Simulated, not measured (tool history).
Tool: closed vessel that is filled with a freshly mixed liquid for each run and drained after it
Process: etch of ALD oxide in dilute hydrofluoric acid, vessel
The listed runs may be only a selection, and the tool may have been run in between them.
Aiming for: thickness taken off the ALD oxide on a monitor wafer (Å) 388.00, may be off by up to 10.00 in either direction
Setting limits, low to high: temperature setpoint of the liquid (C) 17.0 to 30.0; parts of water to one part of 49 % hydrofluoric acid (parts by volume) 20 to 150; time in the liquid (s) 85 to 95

run,hour,temperature setpoint of the liquid (C),parts of water to one part of 49 % hydrofluoric acid (parts by volume),time in the liquid (s),thickness taken off the ALD oxide on a monitor wafer (Å)
1,0.0,22.0,85,85,259.71
2,3.1,22.0,85,95,293.61
3,3.7,23.0,85,95,303.45
4,11.4,23.0,85,95,307.72
5,13.4,23.0,85,85,270.72
6,21.0,24.0,85,85,282.35
7,28.0,25.0,85,85,291.89
8,34.8,26.0,85,85,307.85
9,38.9,26.5,85,85,314.64

Exactly one of the 5 candidate moves below puts every result within its allowed miss. Which one?
A,43.0,30.0,70,85,?
B,43.0,24.0,75,95,?
C,43.0,29.0,75,95,?
D,43.0,27.5,85,95,?
E,43.0,26.5,70,85,?

move,thickness taken off the ALD oxide on a monitor wafer (Å)
A,450.62
B,368.48
C,448.97
D,368.57
E,393.00
A: takes the result that was furthest off past its target
B: moves toward the targets from the last run without getting all of them in spec
C: takes the result that was furthest off past its target
D: moves toward the targets from the last run without getting all of them in spec
E: meets every target
E is the move that brings every result within its allowed miss.

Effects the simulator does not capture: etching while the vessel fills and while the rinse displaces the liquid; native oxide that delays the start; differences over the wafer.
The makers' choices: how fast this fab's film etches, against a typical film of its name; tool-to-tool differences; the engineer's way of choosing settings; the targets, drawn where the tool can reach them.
